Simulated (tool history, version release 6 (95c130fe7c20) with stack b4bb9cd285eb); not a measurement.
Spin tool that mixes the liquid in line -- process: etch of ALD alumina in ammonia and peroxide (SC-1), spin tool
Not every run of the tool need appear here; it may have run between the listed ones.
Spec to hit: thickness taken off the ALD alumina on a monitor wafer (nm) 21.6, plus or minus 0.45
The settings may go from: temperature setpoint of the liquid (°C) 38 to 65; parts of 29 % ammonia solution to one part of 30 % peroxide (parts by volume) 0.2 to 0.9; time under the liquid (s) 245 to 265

run  hour  temperature setpoint of the liquid (°C)  parts of 29 % ammonia solution to one part of 30 % peroxide (parts by volume)  time under the liquid (s)  thickness taken off the ALD alumina on a monitor wafer (nm)
  1     0                                       49                                                                            0.5                        245                                                       12.038
  2   2.1                                       55                                                                            0.5                        245                                                       16.804
  3     4                                       55                                                                            0.5                        265                                                       18.282
  4     9                                     55.5                                                                            0.5                        265                                                       18.683
  5  11.2                                     48.5                                                                            0.5                        265                                                       12.723
  6  12.9                                     48.5                                                                            0.5                        265                                                        12.75
  7  21.8                                       50                                                                            0.5                        265                                                       13.886
  8  30.6                                       50                                                                            0.5                        265                                                       13.931

Which one of the following 4 next-run settings gets every result inside its allowed miss? There is exactly one.
  A  39.4                                     54.5                                                                            0.4                        265                                                            ?
  B  39.4                                       41                                                                           0.25                        245                                                            ?
  C  39.4                                     58.5                                                                           0.45                        265                                                            ?
  D  39.4                                     59.5                                                                           0.45                        265                                                            ?

move  thickness taken off the ALD alumina on a monitor wafer (nm)
   A                                                       17.298
   B                                                       7.1873
   C                                                       21.589
   D                                                       22.734
A: closer than the last run, but not yet in spec
B: the biggest miss grows against the last run
C: each result inside its tolerance
D: pushes the last run's worst result past its target
C meets every target.
